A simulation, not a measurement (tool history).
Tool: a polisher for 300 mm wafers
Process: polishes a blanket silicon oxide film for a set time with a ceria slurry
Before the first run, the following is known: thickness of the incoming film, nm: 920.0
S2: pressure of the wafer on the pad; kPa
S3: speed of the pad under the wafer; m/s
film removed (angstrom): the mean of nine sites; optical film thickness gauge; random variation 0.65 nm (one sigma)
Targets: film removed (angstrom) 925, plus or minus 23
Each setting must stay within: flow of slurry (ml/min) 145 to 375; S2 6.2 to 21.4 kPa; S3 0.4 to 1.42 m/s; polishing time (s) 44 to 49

{"run": 1, "hour": 0.0, "flow of slurry (ml/min)": 240, "S2": 13.8, "S3": 0.9, "polishing time (s)": 49, "film removed (angstrom)": 1376.7}
{"run": 2, "hour": 4.2, "flow of slurry (ml/min)": 235, "S2": 12.4, "S3": 0.9, "polishing time (s)": 49, "film removed (angstrom)": 1244.8}
{"run": 3, "hour": 5.6, "flow of slurry (ml/min)": 235, "S2": 12.4, "S3": 0.78, "polishing time (s)": 49, "film removed (angstrom)": 1083.5}
{"run": 4, "hour": 8.3, "flow of slurry (ml/min)": 290, "S2": 12.4, "S3": 0.78, "polishing time (s)": 49, "film removed (angstrom)": 1112}
{"hour": 13.0, "done": "slurry nozzle cleaned"}
{"run": 5, "hour": 13.0, "flow of slurry (ml/min)": 290, "S2": 12.4, "S3": 0.78, "polishing time (s)": 49, "film removed (angstrom)": 1123.1}
{"run": 6, "hour": 20.4, "flow of slurry (ml/min)": 275, "S2": 11.7, "S3": 0.78, "polishing time (s)": 49, "film removed (angstrom)": 1058.2}
{"run": 7, "hour": 22.4, "flow of slurry (ml/min)": 240, "S2": 9.7, "S3": 0.78, "polishing time (s)": 49, "film removed (angstrom)": 871.42}
{"run": 8, "hour": 26.9, "flow of slurry (ml/min)": 250, "S2": 9.7, "S3": 0.78, "polishing time (s)": 49, "film removed (angstrom)": 869.32}

Pick the move, out of 4, that brings all results within their allowed miss; only one does.
{"run": "A", "hour": 31.4, "flow of slurry (ml/min)": 220, "S2": 11, "S3": 0.8, "polishing time (s)": 45, "film removed (angstrom)": "?"}
{"run": "B", "hour": 31.4, "flow of slurry (ml/min)": 275, "S2": 13.1, "S3": 0.6, "polishing time (s)": 44, "film removed (angstrom)": "?"}
{"run": "C", "hour": 31.4, "flow of slurry (ml/min)": 275, "S2": 9.7, "S3": 0.8, "polishing time (s)": 47, "film removed (angstrom)": "?"}
{"run": "D", "hour": 31.4, "flow of slurry (ml/min)": 225, "S2": 8.3, "S3": 0.82, "polishing time (s)": 48, "film removed (angstrom)": "?"}

move=A film_removed_(angstrom)=931.62
move=B film_removed_(angstrom)=829.21
move=C film_removed_(angstrom)=870.26
move=D film_removed_(angstrom)=774.1
A: all results land within tolerance of their targets
B: lands further from the targets than the last run did
C: no better and no worse than the last run
D: lands further from the targets than the last run did
A meets every target.

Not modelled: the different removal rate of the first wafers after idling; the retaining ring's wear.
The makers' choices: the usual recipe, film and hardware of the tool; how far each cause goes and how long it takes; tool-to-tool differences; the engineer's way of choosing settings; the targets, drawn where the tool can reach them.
